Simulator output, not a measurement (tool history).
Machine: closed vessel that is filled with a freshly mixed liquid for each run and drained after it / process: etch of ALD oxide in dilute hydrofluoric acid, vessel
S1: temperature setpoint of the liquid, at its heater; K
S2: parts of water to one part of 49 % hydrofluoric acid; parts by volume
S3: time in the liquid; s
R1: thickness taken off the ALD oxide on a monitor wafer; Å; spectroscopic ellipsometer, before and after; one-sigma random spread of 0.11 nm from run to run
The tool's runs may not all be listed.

run 1 hour=0 | S1=297.15 S2=90 S3=100 | R1=185.97
run 2 hour=7.7 | S1=299.15 S2=85 S3=100 | R1=213.06
run 3 hour=15.9 | S1=299.15 S2=85 S3=105 | R1=223.63
run 4 hour=24.5 | S1=300.65 S2=80 S3=105 | R1=254.32
run 5 hour=29.3 | S1=300.65 S2=110 S3=105 | R1=177.95
run 6 hour=38.2 | S1=301.65 S2=100 S3=105 | R1=206.96
run 7 hour=39.8 | S1=302.65 S2=90 S3=105 | R1=239.04
run 8 hour=48.6 | S1=303.15 S2=85 S3=105 | R1=260.87
run 9 hour=54.8 | S1=303.65 S2=80 S3=105 | R1=285.24
run 10 hour=59.8 | S1=305.15 S2=65 S3=105 | R1=381.13
run 11 hour=65.7 | S1=304.65 S2=65 S3=105 | R1=372.45

Forecast run 12:
run 12 hour=72.3 | S1=304.15 S2=65 S3=105 | R1=?

Run 12 yielded R1 366.55 Å.
